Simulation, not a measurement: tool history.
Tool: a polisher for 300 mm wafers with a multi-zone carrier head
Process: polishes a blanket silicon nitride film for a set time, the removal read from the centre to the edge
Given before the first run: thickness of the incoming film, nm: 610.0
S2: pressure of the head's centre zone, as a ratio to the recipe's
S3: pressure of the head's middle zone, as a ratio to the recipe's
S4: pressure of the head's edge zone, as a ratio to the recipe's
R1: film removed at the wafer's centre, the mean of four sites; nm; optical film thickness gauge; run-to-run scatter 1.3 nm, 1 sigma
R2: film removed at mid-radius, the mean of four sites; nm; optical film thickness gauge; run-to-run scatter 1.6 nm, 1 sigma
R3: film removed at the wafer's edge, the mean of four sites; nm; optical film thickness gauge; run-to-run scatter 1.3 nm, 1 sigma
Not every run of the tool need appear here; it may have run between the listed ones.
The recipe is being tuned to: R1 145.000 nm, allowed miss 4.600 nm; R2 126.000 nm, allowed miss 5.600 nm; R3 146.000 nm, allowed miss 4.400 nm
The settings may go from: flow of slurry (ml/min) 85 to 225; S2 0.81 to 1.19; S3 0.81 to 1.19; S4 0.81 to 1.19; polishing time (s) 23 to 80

run 1 hour=0.0 | flow_of_slurry_(ml/min)=145 S2=1.00 S3=1.00 S4=1.00 polishing_time_(s)=51 | R1=117.540 R2=119.320 R3=121.440
run 2 hour=4.4 | flow_of_slurry_(ml/min)=145 S2=1.00 S3=1.00 S4=1.00 polishing_time_(s)=42 | R1=98.747 R2=97.288 R3=99.015
run 3 hour=7.9 | flow_of_slurry_(ml/min)=145 S2=1.05 S3=1.00 S4=1.00 polishing_time_(s)=42 | R1=103.040 R2=96.529 R3=100.730
run 4 hour=13.4 | flow_of_slurry_(ml/min)=165 S2=1.05 S3=1.00 S4=1.00 polishing_time_(s)=42 | R1=105.090 R2=98.634 R3=101.640
run 5 hour=15.1 | flow_of_slurry_(ml/min)=165 S2=1.05 S3=1.00 S4=1.00 polishing_time_(s)=36 | R1=88.666 R2=85.866 R3=86.761
run 6 hour=17.4 | flow_of_slurry_(ml/min)=165 S2=0.99 S3=1.00 S4=1.00 polishing_time_(s)=36 | R1=87.304 R2=86.497 R3=86.355
run 7 hour=21.0 | flow_of_slurry_(ml/min)=165 S2=1.04 S3=0.99 S4=1.04 polishing_time_(s)=42 | R1=103.230 R2=99.680 R3=102.440
run 8 hour=28.2 | flow_of_slurry_(ml/min)=160 S2=1.07 S3=0.97 S4=1.07 polishing_time_(s)=46 | R1=115.090 R2=106.930 R3=114.660
run 9 hour=36.1 | flow_of_slurry_(ml/min)=155 S2=1.09 S3=0.96 S4=1.10 polishing_time_(s)=49 | R1=124.030 R2=114.250 R3=121.810
run 10 hour=39.3 | flow_of_slurry_(ml/min)=155 S2=1.09 S3=0.93 S4=1.12 polishing_time_(s)=51 | R1=128.420 R2=112.620 R3=130.220
run 11 hour=42.1 | flow_of_slurry_(ml/min)=160 S2=1.10 S3=0.93 S4=1.14 polishing_time_(s)=52 | R1=134.000 R2=117.600 R3=135.180
run 12 hour=50.2 | flow_of_slurry_(ml/min)=170 S2=1.11 S3=0.93 S4=1.16 polishing_time_(s)=52 | R1=135.940 R2=118.280 R3=135.360
run 13 hour=55.4 | flow_of_slurry_(ml/min)=170 S2=1.11 S3=0.93 S4=1.17 polishing_time_(s)=53 | R1=139.390 R2=118.440 R3=138.210
run 14 hour=63.3 | flow_of_slurry_(ml/min)=170 S2=1.11 S3=0.93 S4=1.17 polishing_time_(s)=53 | R1=137.550 R2=119.670 R3=138.650
run 15 hour=67.0 | flow_of_slurry_(ml/min)=170 S2=1.11 S3=0.93 S4=1.17 polishing_time_(s)=54 | R1=142.120 R2=120.470 R3=139.440

Next run, 5 choices. One meets every target within its allowed miss, the rest don't. Which?
run A hour=70.7 | flow_of_slurry_(ml/min)=175 S2=1.12 S3=1.03 S4=1.12 polishing_time_(s)=54 | R1=? R2=? R3=?
run B hour=70.7 | flow_of_slurry_(ml/min)=195 S2=1.17 S3=0.95 S4=1.11 polishing_time_(s)=51 | R1=? R2=? R3=?
run C hour=70.7 | flow_of_slurry_(ml/min)=100 S2=1.14 S3=1.12 S4=1.09 polishing_time_(s)=57 | R1=? R2=? R3=?
run D hour=70.7 | flow_of_slurry_(ml/min)=160 S2=1.12 S3=0.94 S4=1.18 polishing_time_(s)=56 | R1=? R2=? R3=?
run E hour=70.7 | flow_of_slurry_(ml/min)=165 S2=1.19 S3=0.99 S4=1.06 polishing_time_(s)=52 | R1=? R2=? R3=?

move=A R1=143.800 R2=133.820 R3=138.670
move=B R1=143.250 R2=119.900 R3=132.050
move=C R1=136.800 R2=136.660 R3=134.020
move=D R1=146.690 R2=126.690 R3=146.190
move=E R1=144.110 R2=123.470 R3=129.280
A: lands further from the targets than the last run did
B: lands further from the targets than the last run did
C: lands further from the targets than the last run did
D: each result inside its tolerance
E: lands further from the targets than the last run did
The right move is D.
